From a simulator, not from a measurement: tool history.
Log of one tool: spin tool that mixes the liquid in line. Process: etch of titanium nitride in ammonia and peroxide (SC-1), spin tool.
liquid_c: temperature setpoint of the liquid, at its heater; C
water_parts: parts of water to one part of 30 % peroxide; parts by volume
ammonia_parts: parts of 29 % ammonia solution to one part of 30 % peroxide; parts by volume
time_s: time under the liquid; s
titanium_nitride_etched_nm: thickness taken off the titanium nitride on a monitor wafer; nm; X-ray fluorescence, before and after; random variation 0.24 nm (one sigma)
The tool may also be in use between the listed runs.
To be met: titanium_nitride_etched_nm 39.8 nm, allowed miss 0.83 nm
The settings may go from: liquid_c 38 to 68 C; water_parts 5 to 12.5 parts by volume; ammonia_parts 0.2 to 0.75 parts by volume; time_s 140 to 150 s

| run | hour | liquid_c | water_parts | ammonia_parts | time_s | titanium_nitride_etched_nm |
|---|---|---|---|---|---|---|
| 1 | 0 | 52 | 7 | 0.45 | 140 | 15.502 |
| 2 | 4.2 | 52 | 8.5 | 0.45 | 140 | 13.989 |
| 3 | 9 | 55.5 | 8.5 | 0.45 | 140 | 17.806 |
| 4 | 16.6 | 58.5 | 8.5 | 0.45 | 140 | 21.527 |
| 5 | 18.4 | 58.5 | 8.5 | 0.45 | 140 | 21.903 |
| 6 | 24.1 | 60.5 | 8.5 | 0.45 | 140 | 24.981 |
| 7 | 29.1 | 62 | 8.5 | 0.45 | 140 | 27.211 |
| 8 | 36.2 | 63.5 | 8.5 | 0.45 | 140 | 30.251 |
| 9 | 38.9 | 64.5 | 8.5 | 0.45 | 140 | 32.026 |
| 10 | 41 | 65.5 | 8.5 | 0.45 | 140 | 34.145 |
| 11 | 43.9 | 66 | 8.5 | 0.45 | 140 | 35.657 |
| 12 | 49.1 | 66.5 | 8.5 | 0.45 | 140 | 36.441 |
| 13 | 53.3 | 67 | 8.5 | 0.45 | 140 | 38.033 |

Which of these 4 next moves meets every target?
| A | 57.5 | 66 | 8.5 | 0.45 | 150 | ? |
| B | 57.5 | 67 | 8 | 0.5 | 140 | ? |
| C | 57.5 | 66.5 | 7.5 | 0.35 | 140 | ? |
| D | 57.5 | 64.5 | 7 | 0.5 | 140 | ? |

| move | titanium_nitride_etched_nm |
|---|---|
| A | 37.8 |
| B | 39.458 |
| C | 37.149 |
| D | 36.003 |
A: further off than the last run
B: meets every target
C: further off than the last run
D: further off than the last run
The right move is B.
